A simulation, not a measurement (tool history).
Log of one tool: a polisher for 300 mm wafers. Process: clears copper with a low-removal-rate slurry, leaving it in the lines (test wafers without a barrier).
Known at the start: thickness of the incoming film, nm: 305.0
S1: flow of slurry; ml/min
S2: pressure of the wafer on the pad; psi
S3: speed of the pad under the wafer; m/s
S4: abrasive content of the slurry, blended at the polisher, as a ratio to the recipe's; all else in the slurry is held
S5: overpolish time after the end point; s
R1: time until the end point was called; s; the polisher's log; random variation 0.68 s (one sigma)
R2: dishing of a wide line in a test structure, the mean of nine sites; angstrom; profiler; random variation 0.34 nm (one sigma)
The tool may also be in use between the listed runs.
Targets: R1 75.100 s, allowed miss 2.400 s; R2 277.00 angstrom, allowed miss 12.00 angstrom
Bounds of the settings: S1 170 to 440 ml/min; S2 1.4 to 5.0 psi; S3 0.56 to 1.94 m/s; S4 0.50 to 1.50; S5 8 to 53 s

{"run": 1, "hour": 0.0, "S1": 280, "S2": 3.2, "S3": 1.24, "S4": 1.0, "S5": 27, "R1": 78.62, "R2": 352.8}
{"run": 2, "hour": 6.2, "S1": 280, "S2": 3.2, "S3": 1.24, "S4": 1.0, "S5": 22, "R1": 78.815, "R2": 338.75}
{"run": 3, "hour": 14.2, "S1": 325, "S2": 3.2, "S3": 1.24, "S4": 1.0, "S5": 22, "R1": 78.009, "R2": 334.82}
{"run": 4, "hour": 14.9, "S1": 325, "S2": 3.2, "S3": 1.02, "S4": 1.0, "S5": 22, "R1": 93.485, "R2": 305.79}
{"run": 5, "hour": 21.8, "S1": 325, "S2": 3.2, "S3": 1.02, "S4": 1.0, "S5": 16, "R1": 95.186, "R2": 259.69}
{"run": 6, "hour": 30.2, "S1": 325, "S2": 2.6, "S3": 1.02, "S4": 1.0, "S5": 16, "R1": 116.14, "R2": 224.3}
{"run": 7, "hour": 39.0, "S1": 330, "S2": 3.5, "S3": 1.06, "S4": 1.0, "S5": 9, "R1": 82.21, "R2": 193.21}
{"run": 8, "hour": 43.6, "S1": 330, "S2": 3.5, "S3": 1.06, "S4": 1.0, "S5": 11, "R1": 82.021, "R2": 225.88}
{"run": 9, "hour": 52.1, "S1": 330, "S2": 3.6, "S3": 1.06, "S4": 1.0, "S5": 12, "R1": 81.583, "R2": 242.26}
{"run": 10, "hour": 55.7, "S1": 335, "S2": 4.0, "S3": 1.04, "S4": 1.0, "S5": 18, "R1": 74.288, "R2": 317.42}
{"run": 11, "hour": 61.3, "S1": 335, "S2": 4.0, "S3": 1.04, "S4": 1.0, "S5": 17, "R1": 73.582, "R2": 311.13}
{"run": 12, "hour": 65.3, "S1": 335, "S2": 4.0, "S3": 1.04, "S4": 1.0, "S5": 16, "R1": 72.365, "R2": 296.04}

5 next moves are on the table. One of them brings every result within its allowed miss. Which?
{"run": "A", "hour": 69.3, "S1": 345, "S2": 3.9, "S3": 1.14, "S4": 1.1, "S5": 13, "R1": "?", "R2": "?"}
{"run": "B", "hour": 69.3, "S1": 365, "S2": 4.6, "S3": 0.94, "S4": 0.95, "S5": 13, "R1": "?", "R2": "?"}
{"run": "C", "hour": 69.3, "S1": 415, "S2": 3.6, "S3": 1.2, "S4": 1.05, "S5": 13, "R1": "?", "R2": "?"}
{"run": "D", "hour": 69.3, "S1": 280, "S2": 3.6, "S3": 1.16, "S4": 1.0, "S5": 14, "R1": "?", "R2": "?"}
{"run": "E", "hour": 69.3, "S1": 360, "S2": 3.9, "S3": 1.14, "S4": 1.0, "S5": 13, "R1": "?", "R2": "?"}

move=A R1=68.411 R2=278.20
move=B R1=71.093 R2=273.48
move=C R1=70.313 R2=273.37
move=D R1=75.467 R2=273.88
move=E R1=69.499 R2=275.79
A: brings the result that was furthest off to its target, and leaves another outside
B: brings the result that was furthest off to its target, and leaves another outside
C: brings the result that was furthest off to its target, and leaves another outside
D: meets every target
E: brings the result that was furthest off to its target, and leaves another outside
Answer: D
